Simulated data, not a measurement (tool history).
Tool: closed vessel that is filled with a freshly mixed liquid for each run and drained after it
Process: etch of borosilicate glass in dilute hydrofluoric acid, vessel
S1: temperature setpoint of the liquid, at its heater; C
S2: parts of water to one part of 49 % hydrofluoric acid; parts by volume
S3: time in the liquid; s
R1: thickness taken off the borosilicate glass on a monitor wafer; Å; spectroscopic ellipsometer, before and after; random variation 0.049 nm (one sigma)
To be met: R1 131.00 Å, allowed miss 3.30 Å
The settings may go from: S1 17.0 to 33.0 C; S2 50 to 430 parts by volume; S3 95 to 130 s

Run 1, hour 0.0: S1 25.0 C, S2 240 parts by volume, S3 130 s. Result: R1 216.52 Å.
Run 2, hour 1.5: S1 28.5 C, S2 240 parts by volume, S3 130 s. Result: R1 244.94 Å.
Run 3, hour 2.5: S1 25.5 C, S2 255 parts by volume, S3 130 s. Result: R1 203.56 Å.
Run 4, hour 3.5: S1 23.5 C, S2 265 parts by volume, S3 130 s. Result: R1 179.12 Å.
Run 5, hour 6.6: S1 22.0 C, S2 270 parts by volume, S3 130 s. Result: R1 166.49 Å.
Run 6, hour 8.4: S1 19.0 C, S2 270 parts by volume, S3 130 s. Result: R1 149.91 Å.
Run 7, hour 16.1: S1 19.0 C, S2 270 parts by volume, S3 130 s. Result: R1 149.41 Å.
Run 8, hour 19.4: S1 18.5 C, S2 275 parts by volume, S3 130 s. Result: R1 142.76 Å.

Which of these 4 next moves meets every target?
Run A, hour 22.7: S1 17.5 C, S2 275 parts by volume, S3 130 s. Result: R1 ?.
Run B, hour 22.7: S1 17.5 C, S2 220 parts by volume, S3 95 s. Result: R1 ?.
Run C, hour 22.7: S1 19.0 C, S2 290 parts by volume, S3 130 s. Result: R1 ?.
Run D, hour 22.7: S1 19.5 C, S2 285 parts by volume, S3 115 s. Result: R1 ?.

move      R1
   A  137.93
   B  132.28
   C  136.60
   D  125.82
A: nearer than the last run, and not there yet
B: meets every target
C: nearer than the last run, and not there yet
D: takes the result that was furthest off past its target
Answer: B
